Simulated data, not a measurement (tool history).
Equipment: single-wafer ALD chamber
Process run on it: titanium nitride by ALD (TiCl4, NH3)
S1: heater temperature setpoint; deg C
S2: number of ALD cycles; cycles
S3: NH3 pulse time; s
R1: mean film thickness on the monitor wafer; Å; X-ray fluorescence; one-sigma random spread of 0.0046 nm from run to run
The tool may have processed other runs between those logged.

run,day,S1,S2,S3,R1
1,0,380,48,2.54,10.188
2,0.325,389,48,2.54,10.371
3,0.354,386,48,2.37,10.229
4,0.696,386,48,1.68,10.009
5,0.929,386,49,1.68,10.142
6,0.954,381,49,1.68,10.176
7,1.042,379,49,1.59,10.141
8,1.238,377,49,1.51,10.075

Expected results for the next run?
9,1.512,376,49,1.44,?

Run 9 yielded R1 9.8859 Å.

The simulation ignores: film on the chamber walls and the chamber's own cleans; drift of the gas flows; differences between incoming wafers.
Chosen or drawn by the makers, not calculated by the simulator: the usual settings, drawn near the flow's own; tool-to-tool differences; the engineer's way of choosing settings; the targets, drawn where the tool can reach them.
